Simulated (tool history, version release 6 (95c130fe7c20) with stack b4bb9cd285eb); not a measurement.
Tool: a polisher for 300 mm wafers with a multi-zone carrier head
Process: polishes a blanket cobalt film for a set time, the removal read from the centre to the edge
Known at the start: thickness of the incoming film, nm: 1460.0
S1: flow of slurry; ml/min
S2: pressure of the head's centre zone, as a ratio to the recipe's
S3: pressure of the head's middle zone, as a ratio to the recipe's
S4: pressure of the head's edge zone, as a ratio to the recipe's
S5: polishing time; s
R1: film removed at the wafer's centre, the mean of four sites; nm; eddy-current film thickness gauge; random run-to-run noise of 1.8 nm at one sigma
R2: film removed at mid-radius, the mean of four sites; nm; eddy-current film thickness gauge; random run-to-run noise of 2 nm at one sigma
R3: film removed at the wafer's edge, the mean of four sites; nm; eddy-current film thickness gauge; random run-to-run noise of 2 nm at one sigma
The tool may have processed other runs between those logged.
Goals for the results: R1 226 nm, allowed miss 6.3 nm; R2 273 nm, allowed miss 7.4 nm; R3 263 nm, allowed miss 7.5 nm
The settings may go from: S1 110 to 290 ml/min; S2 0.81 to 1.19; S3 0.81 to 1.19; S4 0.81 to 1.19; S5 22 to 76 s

run  hour   S1    S2    S3    S4  S5      R1      R2      R3
  1     0  185     1     1     1  49  359.77  359.54  370.13
  2   1.9  185     1     1  1.06  49  350.51  366.18  380.37
  3   4.4  165     1     1  1.06  49  349.74  357.35  375.78
  4   9.9  145     1     1  1.06  49  342.21  352.01  369.88
  5  10.9  145     1     1  1.02  49  342.44  349.47  354.98
  6  18.3  145     1  1.05  1.02  49  343.93  364.53  358.65
  7  24.9  140  0.97  1.05  1.01  47  316.51  344.86  346.76
  8  30.3  135  0.95  1.06  0.98  45  294.71  336.52  327.09
  9  31.9  130  0.94  1.05  0.96  44  286.87  323.76  311.03
 10  36.6  125  0.92  1.04  0.95  43  270.24  313.55  305.34
 11  37.9  125  0.91  1.03  0.93  42  264.06   300.4  292.96
 12  38.8  125   0.9  1.03  0.92  42  259.95   305.1  291.72
 13  39.6  125  0.89  1.02  0.91  42  257.05  299.72  288.84
 14  41.7  125  0.88  1.01   0.9  42  253.32  295.36  290.63
 15    44  125  0.87  1.01  0.89  42  255.98  298.07  290.35
 16  47.3  125  0.86  1.01  0.88  41  244.55  290.57  280.16
 17  48.6  125  0.85  1.01  0.87  41  240.73  291.21   275.9
 18  53.4  125  0.84     1  0.86  41  236.38  284.51  274.92
 19  57.8  125  0.84     1  0.85  41  232.56  286.22  273.57
 20  61.7  125  0.84     1  0.84  41  233.89  288.77  274.71

Exactly one of the 5 candidate moves below puts every result within its allowed miss. Which one?
  A  65.6  115  0.82  1.08  0.88  40   ?   ?   ?
  B  65.6  130  0.82  0.96  0.81  40   ?   ?   ?
  C  65.6  145  0.81  1.03  0.81  40   ?   ?   ?
  D  65.6  110  0.81  0.93  0.91  42   ?   ?   ?
  E  65.6  110  0.93  0.95  0.81  40   ?   ?   ?

move      R1      R2      R3
   A  224.64  298.49  268.68
   B  228.76  275.02  262.46
   C  229.75  295.88  264.94
   D  231.09  274.89  285.78
   E  253.04  266.32  258.26
A: lands further from the targets than the last run did
B: every result within its allowed miss
C: lands further from the targets than the last run did
D: corrects the largest miss of the last run, while another result sits out of spec
E: corrects the largest miss of the last run, while another result sits out of spec
B meets every target.

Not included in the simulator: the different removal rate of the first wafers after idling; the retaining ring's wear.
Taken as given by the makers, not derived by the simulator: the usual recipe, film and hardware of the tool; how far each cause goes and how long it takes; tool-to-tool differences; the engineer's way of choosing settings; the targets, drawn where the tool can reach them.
